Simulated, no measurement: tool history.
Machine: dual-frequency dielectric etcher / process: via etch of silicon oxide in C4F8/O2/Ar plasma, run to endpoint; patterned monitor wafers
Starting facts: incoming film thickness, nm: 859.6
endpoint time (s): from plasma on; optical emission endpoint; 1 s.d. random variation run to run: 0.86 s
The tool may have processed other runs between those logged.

run  hour  source power (W)  bias power (W)  endpoint time (s)
  1     0              2180            1729             165.16
  2     4              2360            1764              160.3
  3  11.9              2140            1764              161.9
  4  20.6              2140            1517             167.86
  5    22              2140            1297             172.97
  6  26.4              2410            1441             165.42
  7  32.8              2610            1589             158.76

Forecast run 8:
  8  33.9              2740            1682                  ?

{"run 8": {"endpoint time (s)": 155.14}}
